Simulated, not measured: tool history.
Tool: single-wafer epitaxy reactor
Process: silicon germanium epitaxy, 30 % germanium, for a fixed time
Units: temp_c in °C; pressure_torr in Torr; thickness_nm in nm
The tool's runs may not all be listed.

run,day,temp_c,pressure_torr,thickness_nm
1,0,590,27.4,48.702
2,0.154,587,27.3,46.173
3,0.333,592,27.3,50.21
4,0.625,589,27.2,47.467
5,0.708,595,27.2,52.189
6,0.817,591,27.1,49.416
7,0.992,591,27.1,49.049
8,1.104,588,27,46.944
9,1.308,585,26.9,44.159
10,1.417,583,26.9,42.969
11,1.775,581,26.9,41.246
12,2.129,580,26.9,40.647
13,2.325,579,26.9,40.262

Run 14 comes next. What will it give?
14,2.475,578,26.9,?

{"run 14": {"thickness_nm": 39.434}}

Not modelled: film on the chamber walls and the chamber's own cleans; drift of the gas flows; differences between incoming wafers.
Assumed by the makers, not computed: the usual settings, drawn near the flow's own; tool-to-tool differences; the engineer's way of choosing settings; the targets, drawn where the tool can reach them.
